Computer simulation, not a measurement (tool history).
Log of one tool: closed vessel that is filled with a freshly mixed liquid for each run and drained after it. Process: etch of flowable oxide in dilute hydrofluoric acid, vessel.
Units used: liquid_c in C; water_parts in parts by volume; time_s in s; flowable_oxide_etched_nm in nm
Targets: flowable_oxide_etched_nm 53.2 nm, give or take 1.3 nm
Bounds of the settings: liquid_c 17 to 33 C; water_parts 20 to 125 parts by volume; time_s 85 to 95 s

run	day	liquid_c	water_parts	time_s	flowable_oxide_etched_nm
1	0	25	70	85	33.819
2	0.317	27	65	85	39.594
3	0.358	27	65	95	44.517
4	0.721	28.5	65	95	46.755
5	1.062	31	65	95	51.884
6	1.388	31	40	95	87.295
7	1.754	27	40	95	75.131
8	2.004	24.5	40	95	67.201
9	2.367	23	40	95	63.487
10	2.7	22	40	95	60.196

Pick the move, out of 4, that brings all results within their allowed miss; only one does.
A	3.033	26	50	90	?
B	3.033	21.5	40	90	?
C	3.033	22	45	85	?
D	3.033	23	35	85	?

move	flowable_oxide_etched_nm
A	54.231
B	57.157
C	48.659
D	66.17
A: each result inside its tolerance
B: closer than the last run, but not yet in spec
C: takes the result that was furthest off past its target
D: misses by more than the last run did
The right move is A.
